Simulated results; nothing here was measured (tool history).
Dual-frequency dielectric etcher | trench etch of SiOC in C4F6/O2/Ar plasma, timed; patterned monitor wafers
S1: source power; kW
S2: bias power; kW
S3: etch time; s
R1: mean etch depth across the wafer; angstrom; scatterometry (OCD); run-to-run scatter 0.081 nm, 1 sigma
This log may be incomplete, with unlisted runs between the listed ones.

run  hour    S1     S2  S3      R1
  1     0  0.32   0.18  10  192.53
  2   8.4  0.32   0.21  10  202.63
  3  12.8  0.32  0.193  10   196.6
  4  14.6  0.34  0.194  10   201.7
  5  16.8  0.35  0.195  10  205.73
  6  23.9  0.36  0.196  10  207.64

Estimate the outcome of run 7 from the log above:
  7  25.2  0.37  0.197  10   ?

{"run 7": {"R1": 212.2}}
